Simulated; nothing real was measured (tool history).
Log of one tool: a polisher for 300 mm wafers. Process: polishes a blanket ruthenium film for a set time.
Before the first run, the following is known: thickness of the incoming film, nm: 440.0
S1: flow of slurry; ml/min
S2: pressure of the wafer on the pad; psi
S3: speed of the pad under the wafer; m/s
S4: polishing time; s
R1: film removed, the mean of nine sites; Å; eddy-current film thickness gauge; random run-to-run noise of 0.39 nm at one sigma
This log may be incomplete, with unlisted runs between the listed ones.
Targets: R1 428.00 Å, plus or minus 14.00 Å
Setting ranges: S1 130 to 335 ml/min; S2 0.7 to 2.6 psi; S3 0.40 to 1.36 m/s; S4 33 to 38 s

run 1 hour=0.0 | S1=215 S2=1.6 S3=0.88 S4=38 | R1=326.74
run 2 hour=3.7 | S1=215 S2=1.6 S3=0.88 S4=38 | R1=327.89
run 3 hour=9.5 | S1=215 S2=1.7 S3=0.88 S4=38 | R1=348.88
run 4 hour=14.2 | S1=215 S2=1.9 S3=0.88 S4=38 | R1=380.92
run 5 hour=18.7 | S1=220 S2=2.0 S3=0.88 S4=38 | R1=397.20
run 6 hour=21.0 | S1=220 S2=2.0 S3=0.88 S4=33 | R1=347.80
run 7 hour=21.6 | S1=220 S2=2.1 S3=0.88 S4=33 | R1=363.21
run 8 hour=25.6 | S1=220 S2=2.2 S3=0.88 S4=33 | R1=371.78
run 9 hour=30.9 | S1=220 S2=2.4 S3=0.88 S4=33 | R1=411.85

Exactly one of the 5 candidate moves below puts every result within its allowed miss. Which one?
run A hour=36.2 | S1=215 S2=2.3 S3=0.88 S4=33 | R1=?
run B hour=36.2 | S1=215 S2=2.6 S3=0.78 S4=37 | R1=?
run C hour=36.2 | S1=230 S2=2.3 S3=0.84 S4=33 | R1=?
run D hour=36.2 | S1=175 S2=2.4 S3=0.82 S4=37 | R1=?
run E hour=36.2 | S1=200 S2=2.1 S3=0.84 S4=38 | R1=?

move=A R1=392.14
move=B R1=436.25
move=C R1=379.98
move=D R1=406.20
move=E R1=392.28
A: further off than the last run
B: each result inside its tolerance
C: further off than the last run
D: further off than the last run
E: further off than the last run
Answer: B
